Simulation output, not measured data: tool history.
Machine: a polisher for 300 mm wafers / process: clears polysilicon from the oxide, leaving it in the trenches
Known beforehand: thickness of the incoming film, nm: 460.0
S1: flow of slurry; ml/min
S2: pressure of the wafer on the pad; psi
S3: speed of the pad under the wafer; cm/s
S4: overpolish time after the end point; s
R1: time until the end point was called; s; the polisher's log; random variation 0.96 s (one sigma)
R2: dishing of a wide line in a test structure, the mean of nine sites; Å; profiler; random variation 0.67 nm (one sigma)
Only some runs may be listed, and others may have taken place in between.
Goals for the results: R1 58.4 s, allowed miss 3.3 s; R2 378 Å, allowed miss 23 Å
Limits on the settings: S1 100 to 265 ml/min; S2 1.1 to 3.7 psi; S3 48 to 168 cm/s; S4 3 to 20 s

Run 1, hour 0: S1 170 ml/min, S2 2.4 psi, S3 108 cm/s, S4 10 s. Result: R1 42.135 s, R2 532.7 Å.
Run 2, hour 1.6: S1 170 ml/min, S2 2.4 psi, S3 98 cm/s, S4 10 s. Result: R1 43.736 s, R2 521.6 Å.
Run 3, hour 8.8: S1 210 ml/min, S2 2.4 psi, S3 98 cm/s, S4 10 s. Result: R1 42.974 s, R2 524.91 Å.
Run 4, hour 13.2: S1 210 ml/min, S2 1.9 psi, S3 98 cm/s, S4 10 s. Result: R1 54.831 s, R2 472.22 Å.
Run 5, hour 15.2: S1 210 ml/min, S2 2.5 psi, S3 98 cm/s, S4 10 s. Result: R1 42.15 s, R2 535.1 Å.
Run 6, hour 19.4: S1 210 ml/min, S2 2.5 psi, S3 98 cm/s, S4 7 s. Result: R1 41.789 s, R2 438.14 Å.
At hour 20.8: worn pad replaced by a new one.
Run 7, hour 20.8: S1 205 ml/min, S2 1.9 psi, S3 94 cm/s, S4 6 s. Result: R1 50.789 s, R2 367.03 Å.
Run 8, hour 25.9: S1 205 ml/min, S2 1.8 psi, S3 94 cm/s, S4 6 s. Result: R1 53.086 s, R2 351.57 Å.

Pick the move, out of 4, that brings all results within their allowed miss; only one does.
Run A, hour 31: S1 235 ml/min, S2 1.9 psi, S3 84 cm/s, S4 5 s. Result: R1 ?, R2 ?.
Run B, hour 31: S1 120 ml/min, S2 2.5 psi, S3 82 cm/s, S4 6 s. Result: R1 ?, R2 ?.
Run C, hour 31: S1 230 ml/min, S2 2.2 psi, S3 66 cm/s, S4 7 s. Result: R1 ?, R2 ?.
Run D, hour 31: S1 165 ml/min, S2 1.4 psi, S3 96 cm/s, S4 8 s. Result: R1 ?, R2 ?.

move      R1      R2
   A  53.256  314.11
   B  47.833  381.07
   C   56.76  377.04
   D   63.24  383.09
A: moves away from the targets compared with the last run
B: moves away from the targets compared with the last run
C: all results land within tolerance of their targets
D: moves the result that the last run missed by most past its target, out the other side
Go with C: it meets all targets.

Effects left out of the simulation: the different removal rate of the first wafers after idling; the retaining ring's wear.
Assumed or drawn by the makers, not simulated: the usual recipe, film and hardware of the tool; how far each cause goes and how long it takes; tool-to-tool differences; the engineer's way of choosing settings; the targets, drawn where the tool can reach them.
